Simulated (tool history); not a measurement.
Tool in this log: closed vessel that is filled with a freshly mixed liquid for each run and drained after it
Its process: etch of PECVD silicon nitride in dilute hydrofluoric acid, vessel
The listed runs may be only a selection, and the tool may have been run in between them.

| run | hour | temperature setpoint of the liquid (K) | parts of water to one part of 49 % hydrofluoric acid (parts by volume) | time in the liquid (s) | thickness taken off the PECVD silicon nitride on a monitor wafer (Å) |
|---|---|---|---|---|---|
| 1 | 0.0 | 298.15 | 155 | 1685 | 232.48 |
| 2 | 2.9 | 295.15 | 155 | 1685 | 192.04 |
| 3 | 9.0 | 295.15 | 175 | 1685 | 168.10 |
| 4 | 12.3 | 291.65 | 175 | 1685 | 136.26 |
| 5 | 15.7 | 291.65 | 175 | 1685 | 135.12 |
| 6 | 16.7 | 294.65 | 175 | 1685 | 163.62 |
| 7 | 19.1 | 296.65 | 175 | 1685 | 188.60 |
| 8 | 25.1 | 298.15 | 175 | 1685 | 205.12 |

The next listed run, before its measurement:
| 9 | 29.9 | 299.65 | 175 | 1685 | ? |

thickness taken off the PECVD silicon nitride on a monitor wafer (Å): 226.45
